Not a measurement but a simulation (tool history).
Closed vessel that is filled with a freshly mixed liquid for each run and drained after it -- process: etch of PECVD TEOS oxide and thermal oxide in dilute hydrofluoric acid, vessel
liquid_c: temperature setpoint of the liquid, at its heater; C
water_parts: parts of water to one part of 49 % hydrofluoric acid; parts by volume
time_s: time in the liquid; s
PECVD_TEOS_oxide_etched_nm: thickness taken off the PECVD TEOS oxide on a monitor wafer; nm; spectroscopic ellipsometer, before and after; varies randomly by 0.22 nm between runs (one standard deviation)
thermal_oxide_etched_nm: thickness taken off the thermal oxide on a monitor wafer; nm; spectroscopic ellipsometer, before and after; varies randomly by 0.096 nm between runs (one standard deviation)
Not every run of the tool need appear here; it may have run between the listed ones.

run 1 hour=0.0 | liquid_c=22.0 water_parts=130 time_s=105 | PECVD_TEOS_oxide_etched_nm=13.548 thermal_oxide_etched_nm=2.9024
run 2 hour=4.1 | liquid_c=18.5 water_parts=130 time_s=105 | PECVD_TEOS_oxide_etched_nm=11.779 thermal_oxide_etched_nm=2.5389
run 3 hour=4.6 | liquid_c=22.0 water_parts=130 time_s=105 | PECVD_TEOS_oxide_etched_nm=13.577 thermal_oxide_etched_nm=2.8920
run 4 hour=6.7 | liquid_c=22.0 water_parts=130 time_s=130 | PECVD_TEOS_oxide_etched_nm=16.698 thermal_oxide_etched_nm=3.5919
run 5 hour=11.0 | liquid_c=24.5 water_parts=95 time_s=130 | PECVD_TEOS_oxide_etched_nm=26.342 thermal_oxide_etched_nm=5.6563
run 6 hour=12.8 | liquid_c=24.5 water_parts=120 time_s=130 | PECVD_TEOS_oxide_etched_nm=20.297 thermal_oxide_etched_nm=4.3753
run 7 hour=20.7 | liquid_c=26.0 water_parts=95 time_s=130 | PECVD_TEOS_oxide_etched_nm=27.840 thermal_oxide_etched_nm=6.0671
run 8 hour=21.7 | liquid_c=27.0 water_parts=75 time_s=130 | PECVD_TEOS_oxide_etched_nm=38.197 thermal_oxide_etched_nm=8.2606
run 9 hour=26.6 | liquid_c=30.0 water_parts=50 time_s=130 | PECVD_TEOS_oxide_etched_nm=66.883 thermal_oxide_etched_nm=14.3720
run 10 hour=32.0 | liquid_c=29.5 water_parts=50 time_s=130 | PECVD_TEOS_oxide_etched_nm=65.718 thermal_oxide_etched_nm=14.1430
run 11 hour=36.1 | liquid_c=29.5 water_parts=50 time_s=130 | PECVD_TEOS_oxide_etched_nm=65.729 thermal_oxide_etched_nm=14.2710
run 12 hour=44.8 | liquid_c=29.0 water_parts=50 time_s=130 | PECVD_TEOS_oxide_etched_nm=64.041 thermal_oxide_etched_nm=13.9570
run 13 hour=52.2 | liquid_c=28.5 water_parts=50 time_s=130 | PECVD_TEOS_oxide_etched_nm=63.614 thermal_oxide_etched_nm=13.7520

Run 14, settings as shown, results not yet in. Your forecast:
run 14 hour=60.5 | liquid_c=25.0 water_parts=50 time_s=130 | PECVD_TEOS_oxide_etched_nm=? thermal_oxide_etched_nm=?

{"run 14": {"PECVD_TEOS_oxide_etched_nm": 54.835, "thermal_oxide_etched_nm": 11.846}}

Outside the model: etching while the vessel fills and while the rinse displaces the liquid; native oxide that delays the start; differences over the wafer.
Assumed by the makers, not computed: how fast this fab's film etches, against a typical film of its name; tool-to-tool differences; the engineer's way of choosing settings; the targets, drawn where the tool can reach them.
